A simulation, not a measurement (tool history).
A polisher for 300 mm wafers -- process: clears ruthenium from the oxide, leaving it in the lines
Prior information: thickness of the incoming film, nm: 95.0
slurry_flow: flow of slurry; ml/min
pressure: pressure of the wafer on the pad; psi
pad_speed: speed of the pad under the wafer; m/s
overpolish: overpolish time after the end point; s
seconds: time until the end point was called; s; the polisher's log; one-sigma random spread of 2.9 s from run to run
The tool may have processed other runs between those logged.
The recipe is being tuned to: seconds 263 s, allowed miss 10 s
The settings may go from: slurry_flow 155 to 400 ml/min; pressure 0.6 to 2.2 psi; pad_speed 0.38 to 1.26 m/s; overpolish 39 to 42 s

run  hour  slurry_flow  pressure  pad_speed  overpolish  seconds
  1     0          255       1.4       0.82          39   152.08
  2   5.8          255       1.3       0.82          39   160.91
  3  12.1          255       1.2       0.82          39   175.74
  4  18.5          255       1.2       0.82          42   172.01
  5  20.8          255       1.5       0.82          42   141.95
  6  24.8          255       1.3       0.82          42   161.73
  7    33          255       1.2       0.82          42   175.37
  8  39.2          255       1.1       0.82          42   191.39

Next run, 4 choices. One meets every target within its allowed miss, the rest don't. Which?
  A  45.4          235       1.3       0.94          42        ?
  B  45.4          205       0.8       0.82          40        ?
  C  45.4          155       0.7       0.82          42        ?
  D  45.4          240       1.4       1.06          42        ?

move  seconds
   A   144.28
   B   267.37
   C   318.62
   D   119.12
A: misses by more than the last run did
B: meets every target
C: moves the result that the last run missed by most past its target, out the other side
D: misses by more than the last run did
Answer: B

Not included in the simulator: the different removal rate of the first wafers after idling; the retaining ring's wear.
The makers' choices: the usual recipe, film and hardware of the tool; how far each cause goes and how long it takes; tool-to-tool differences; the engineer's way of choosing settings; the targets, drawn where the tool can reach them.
